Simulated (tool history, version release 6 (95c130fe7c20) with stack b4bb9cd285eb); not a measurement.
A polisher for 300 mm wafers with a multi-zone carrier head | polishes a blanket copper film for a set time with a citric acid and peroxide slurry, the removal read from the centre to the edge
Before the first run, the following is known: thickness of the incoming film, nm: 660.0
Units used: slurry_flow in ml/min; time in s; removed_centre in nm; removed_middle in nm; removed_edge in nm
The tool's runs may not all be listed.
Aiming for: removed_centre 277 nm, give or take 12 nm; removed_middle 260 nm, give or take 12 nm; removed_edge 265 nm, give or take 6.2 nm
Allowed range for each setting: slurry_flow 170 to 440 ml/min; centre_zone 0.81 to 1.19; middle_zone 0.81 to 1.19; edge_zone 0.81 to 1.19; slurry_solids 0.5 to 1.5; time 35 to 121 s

{"run": 1, "day": 0.0, "slurry_flow": 280, "centre_zone": 1, "middle_zone": 1, "edge_zone": 1, "slurry_solids": 1, "time": 78, "removed_centre": 184.48, "removed_middle": 182.78, "removed_edge": 186.58}
{"run": 2, "day": 0.262, "slurry_flow": 290, "centre_zone": 1.03, "middle_zone": 1.02, "edge_zone": 1.04, "slurry_solids": 1.15, "time": 81, "removed_centre": 208.91, "removed_middle": 200.72, "removed_edge": 204.38}
{"run": 3, "day": 0.504, "slurry_flow": 290, "centre_zone": 1.03, "middle_zone": 1.02, "edge_zone": 1.04, "slurry_solids": 1.05, "time": 81, "removed_centre": 202.81, "removed_middle": 200.48, "removed_edge": 199.94}
{"run": 4, "day": 0.825, "slurry_flow": 290, "centre_zone": 1.03, "middle_zone": 0.96, "edge_zone": 1.04, "slurry_solids": 1.05, "time": 81, "removed_centre": 204.18, "removed_middle": 190.19, "removed_edge": 201.64}
{"run": 5, "day": 1.054, "slurry_flow": 290, "centre_zone": 0.97, "middle_zone": 0.96, "edge_zone": 1.04, "slurry_solids": 1.05, "time": 81, "removed_centre": 195.86, "removed_middle": 186.38, "removed_edge": 199.9}
{"run": 6, "day": 1.112, "slurry_flow": 320, "centre_zone": 0.97, "middle_zone": 0.96, "edge_zone": 1.04, "slurry_solids": 1.05, "time": 81, "removed_centre": 190.01, "removed_middle": 191.83, "removed_edge": 204.07}
{"run": 7, "day": 1.179, "slurry_flow": 335, "centre_zone": 1.01, "middle_zone": 0.98, "edge_zone": 1.07, "slurry_solids": 1.15, "time": 83, "removed_centre": 209.41, "removed_middle": 202.42, "removed_edge": 212.51}
{"run": 8, "day": 1.375, "slurry_flow": 335, "centre_zone": 1.02, "middle_zone": 1, "edge_zone": 1.08, "slurry_solids": 1.25, "time": 86, "removed_centre": 217.02, "removed_middle": 216.55, "removed_edge": 225.41}
{"run": 9, "day": 1.404, "slurry_flow": 335, "centre_zone": 1.05, "middle_zone": 1.01, "edge_zone": 1.09, "slurry_solids": 1.3, "time": 88, "removed_centre": 237.63, "removed_middle": 218.39, "removed_edge": 232.09}
{"run": 10, "day": 1.671, "slurry_flow": 370, "centre_zone": 1.04, "middle_zone": 1.11, "edge_zone": 1.15, "slurry_solids": 1.5, "time": 95, "removed_centre": 255.14, "removed_middle": 276.01, "removed_edge": 267.75}

4 candidate next runs follow, results not yet known. Just one meets every target within its allowed miss. Identify it.
{"run": "A", "day": 1.938, "slurry_flow": 355, "centre_zone": 1.11, "middle_zone": 1.07, "edge_zone": 1.15, "slurry_solids": 1.45, "time": 95, "removed_centre": "?", "removed_middle": "?", "removed_edge": "?"}
{"run": "B", "day": 1.938, "slurry_flow": 380, "centre_zone": 1.08, "middle_zone": 1.17, "edge_zone": 1.1, "slurry_solids": 1.5, "time": 96, "removed_centre": "?", "removed_middle": "?", "removed_edge": "?"}
{"run": "C", "day": 1.938, "slurry_flow": 395, "centre_zone": 1.03, "middle_zone": 0.98, "edge_zone": 1.14, "slurry_solids": 1.5, "time": 101, "removed_centre": "?", "removed_middle": "?", "removed_edge": "?"}
{"run": "D", "day": 1.938, "slurry_flow": 335, "centre_zone": 1.09, "middle_zone": 1.14, "edge_zone": 1.1, "slurry_solids": 1.5, "time": 98, "removed_centre": "?", "removed_middle": "?", "removed_edge": "?"}

move=A removed_centre=272.08 removed_middle=261.1 removed_edge=265.51
move=B removed_centre=270.84 removed_middle=288.19 removed_edge=264.59
move=C removed_centre=272.14 removed_middle=261.45 removed_edge=284.83
move=D removed_centre=276 removed_middle=284.86 removed_edge=268.19
A: every result lands within tolerance
B: the worst result of the last run now meets its target, but another is out of spec
C: the worst result of the last run now meets its target, but another is out of spec
D: the worst result of the last run now meets its target, but another is out of spec
A meets every target.
